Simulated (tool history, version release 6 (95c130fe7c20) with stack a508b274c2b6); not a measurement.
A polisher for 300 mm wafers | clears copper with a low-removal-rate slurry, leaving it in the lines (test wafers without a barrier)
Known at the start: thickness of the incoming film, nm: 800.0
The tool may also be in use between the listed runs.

run	hour	flow of slurry (ml/min)	pressure of the wafer on the pad (kPa)	speed of the pad under the wafer (m/s)	abrasive content of the slurry	overpolish time after the end point (s)	time until the end point was called (s)	dishing of a wide line in a test structure (angstrom)
1	0.0	230	25.5	1.36	1.0	17	141.84	512.11
2	8.7	230	26.9	1.36	1.0	14	132.76	445.35
3	11.3	230	26.9	1.36	1.1	14	130.14	493.51
4	13.0	230	26.9	1.36	1.1	17	134.02	520.14
5	14.9	230	27.6	1.36	1.1	14	129.72	478.66
6	22.1	230	33.1	1.36	1.1	14	108.74	546.62
7	25.6	225	32.4	1.36	1.1	12	112.07	478.33
8	32.0	220	32.4	1.36	1.1	11	113.00	456.36

The next listed run, before its measurement:
9	32.8	215	32.4	1.36	1.1	10	?	?

{"run 9": {"time until the end point was called (s)": 113.44, "dishing of a wide line in a test structure (angstrom)": 410.89}}
